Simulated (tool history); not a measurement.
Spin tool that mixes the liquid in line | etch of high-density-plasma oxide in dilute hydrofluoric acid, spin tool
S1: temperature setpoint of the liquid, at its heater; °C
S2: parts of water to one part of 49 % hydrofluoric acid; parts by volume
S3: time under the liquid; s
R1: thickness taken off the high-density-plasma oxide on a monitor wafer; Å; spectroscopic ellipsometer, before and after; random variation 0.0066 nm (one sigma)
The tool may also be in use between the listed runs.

run	day	S1	S2	S3	R1
1	0	25	130	65	30.496
2	0.046	25	170	65	22.356
3	0.288	23.5	175	65	20.273
4	0.458	23.5	190	65	18.463
5	0.625	23.5	190	65	18.339
6	0.842	22.5	190	65	17.604
7	0.921	21.5	190	65	17.123
8	1.233	21	190	65	16.671
9	1.408	20.5	190	65	16.329
10	1.717	20	190	65	16.074
11	1.775	19.5	190	65	15.702
12	1.979	19.5	190	65	15.81
13	2.075	19	190	65	15.51

Run 14 comes next. What will it give?
14	2.146	18.5	190	65	?

{"run 14": {"R1": 15.106}}
